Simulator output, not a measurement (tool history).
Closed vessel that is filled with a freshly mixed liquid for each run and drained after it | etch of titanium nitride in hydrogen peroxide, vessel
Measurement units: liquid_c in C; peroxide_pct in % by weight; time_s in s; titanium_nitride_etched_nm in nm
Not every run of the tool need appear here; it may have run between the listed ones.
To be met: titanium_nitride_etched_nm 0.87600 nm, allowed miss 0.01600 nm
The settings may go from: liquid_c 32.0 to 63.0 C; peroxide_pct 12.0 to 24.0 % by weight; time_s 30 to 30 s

run 1 hour=0.0 | liquid_c=47.0 peroxide_pct=16.0 time_s=30 | titanium_nitride_etched_nm=1.76350
run 2 hour=4.9 | liquid_c=45.0 peroxide_pct=16.0 time_s=30 | titanium_nitride_etched_nm=1.51390
run 3 hour=10.4 | liquid_c=43.5 peroxide_pct=16.0 time_s=30 | titanium_nitride_etched_nm=1.36000
run 4 hour=12.9 | liquid_c=43.5 peroxide_pct=16.0 time_s=30 | titanium_nitride_etched_nm=1.35110
run 5 hour=17.8 | liquid_c=50.5 peroxide_pct=16.0 time_s=30 | titanium_nitride_etched_nm=2.26780
run 6 hour=23.3 | liquid_c=48.0 peroxide_pct=16.0 time_s=30 | titanium_nitride_etched_nm=1.89370
run 7 hour=27.5 | liquid_c=46.0 peroxide_pct=16.0 time_s=30 | titanium_nitride_etched_nm=1.63660
run 8 hour=33.7 | liquid_c=44.5 peroxide_pct=16.0 time_s=30 | titanium_nitride_etched_nm=1.45250
run 9 hour=35.7 | liquid_c=43.0 peroxide_pct=16.0 time_s=30 | titanium_nitride_etched_nm=1.31970
run 10 hour=38.6 | liquid_c=42.0 peroxide_pct=16.0 time_s=30 | titanium_nitride_etched_nm=1.21140
run 11 hour=43.0 | liquid_c=41.0 peroxide_pct=16.0 time_s=30 | titanium_nitride_etched_nm=1.12410
run 12 hour=51.3 | liquid_c=40.5 peroxide_pct=16.0 time_s=30 | titanium_nitride_etched_nm=1.08210
run 13 hour=54.4 | liquid_c=40.0 peroxide_pct=16.0 time_s=30 | titanium_nitride_etched_nm=1.03760
run 14 hour=62.1 | liquid_c=40.0 peroxide_pct=16.0 time_s=30 | titanium_nitride_etched_nm=1.02730
run 15 hour=65.9 | liquid_c=37.5 peroxide_pct=16.0 time_s=30 | titanium_nitride_etched_nm=0.85630

Which one of the following 4 next-run settings gets every result inside its allowed miss? There is exactly one.
run A hour=69.7 | liquid_c=37.0 peroxide_pct=16.5 time_s=30 | titanium_nitride_etched_nm=?
run B hour=69.7 | liquid_c=37.0 peroxide_pct=18.5 time_s=30 | titanium_nitride_etched_nm=?
run C hour=69.7 | liquid_c=37.0 peroxide_pct=17.5 time_s=30 | titanium_nitride_etched_nm=?
run D hour=69.7 | liquid_c=37.5 peroxide_pct=18.0 time_s=30 | titanium_nitride_etched_nm=?

move=A titanium_nitride_etched_nm=0.83511
move=B titanium_nitride_etched_nm=0.85565
move=C titanium_nitride_etched_nm=0.84559
move=D titanium_nitride_etched_nm=0.88463
A: further off than the last run
B: roughly where the last run was
C: further off than the last run
D: all results in spec
Correct choice: D, which meets every target

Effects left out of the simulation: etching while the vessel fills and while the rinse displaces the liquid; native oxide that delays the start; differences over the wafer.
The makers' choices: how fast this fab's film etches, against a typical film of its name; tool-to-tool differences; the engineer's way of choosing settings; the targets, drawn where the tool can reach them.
